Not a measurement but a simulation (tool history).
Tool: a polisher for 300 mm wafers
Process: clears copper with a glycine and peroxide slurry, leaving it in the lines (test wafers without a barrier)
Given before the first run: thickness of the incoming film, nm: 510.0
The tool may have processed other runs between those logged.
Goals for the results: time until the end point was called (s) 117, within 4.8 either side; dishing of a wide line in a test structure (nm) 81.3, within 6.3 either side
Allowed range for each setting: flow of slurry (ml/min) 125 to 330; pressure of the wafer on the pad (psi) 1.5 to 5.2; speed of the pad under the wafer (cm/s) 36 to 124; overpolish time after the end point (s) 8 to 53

| run | day | flow of slurry (ml/min) | pressure of the wafer on the pad (psi) | speed of the pad under the wafer (cm/s) | overpolish time after the end point (s) | time until the end point was called (s) | dishing of a wide line in a test structure (nm) |
|---|---|---|---|---|---|---|---|
| 1 | 0 | 210 | 3.3 | 80 | 27 | 100.45 | 71.772 |
| 2 | 0.346 | 210 | 3.8 | 80 | 27 | 93.867 | 77.806 |
| 3 | 0.546 | 210 | 3.8 | 80 | 38 | 89.855 | 92.925 |
| 4 | 0.8 | 210 | 3.8 | 70 | 38 | 99.877 | 84.864 |
| 5 | 0.862 | 210 | 3.5 | 70 | 40 | 107.42 | 87.241 |
| 6 | 1.071 | 210 | 3.4 | 70 | 39 | 113.44 | 82.487 |
|  | 1.267 | worn pad replaced by a new one |
| 7 | 1.267 | 210 | 3.3 | 70 | 39 | 102.3 | 88.337 |
| 8 | 1.588 | 205 | 3.1 | 66 | 39 | 108.3 | 88.187 |

Of the 5 settings listed for the next run, only one would bring every result within its allowed miss of target. Which one?
| A | 1.908 | 195 | 3.4 | 74 | 33 | ? | ? |
| B | 1.908 | 180 | 2.7 | 80 | 53 | ? | ? |
| C | 1.908 | 145 | 3.4 | 70 | 37 | ? | ? |
| D | 1.908 | 225 | 3.2 | 58 | 39 | ? | ? |
| E | 1.908 | 185 | 3.5 | 72 | 51 | ? | ? |

| move | time until the end point was called (s) | dishing of a wide line in a test structure (nm) |
|---|---|---|
| A | 95.774 | 86.011 |
| B | 106.26 | 98.611 |
| C | 105.62 | 87.074 |
| D | 118.33 | 85.345 |
| E | 96.771 | 103.46 |
A: misses by more than the last run did
B: misses by more than the last run did
C: misses by more than the last run did
D: every result lands within tolerance
E: misses by more than the last run did
Answer: D

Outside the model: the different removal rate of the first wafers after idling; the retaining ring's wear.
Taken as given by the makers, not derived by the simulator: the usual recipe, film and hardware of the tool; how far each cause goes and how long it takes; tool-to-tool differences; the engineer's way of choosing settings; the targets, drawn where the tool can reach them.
